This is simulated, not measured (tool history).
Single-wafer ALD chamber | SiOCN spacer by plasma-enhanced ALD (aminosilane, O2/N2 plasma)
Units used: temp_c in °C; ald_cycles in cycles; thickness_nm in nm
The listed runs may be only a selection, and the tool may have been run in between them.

{"run": 1, "hour": 0.0, "temp_c": 375, "ald_cycles": 75, "thickness_nm": 4.2204}
{"run": 2, "hour": 8.5, "temp_c": 369, "ald_cycles": 75, "thickness_nm": 4.2803}
{"run": 3, "hour": 15.8, "temp_c": 369, "ald_cycles": 71, "thickness_nm": 4.0644}
{"run": 4, "hour": 17.9, "temp_c": 363, "ald_cycles": 71, "thickness_nm": 4.0142}
{"run": 5, "hour": 21.0, "temp_c": 363, "ald_cycles": 70, "thickness_nm": 3.9366}
{"run": 6, "hour": 26.6, "temp_c": 357, "ald_cycles": 70, "thickness_nm": 3.961}
{"run": 7, "hour": 31.2, "temp_c": 357, "ald_cycles": 69, "thickness_nm": 3.8973}

Expected results for the next run?
{"run": 8, "hour": 35.9, "temp_c": 357, "ald_cycles": 69, "thickness_nm": "?"}

For run 8 the tool returned thickness_nm 3.8955 nm.
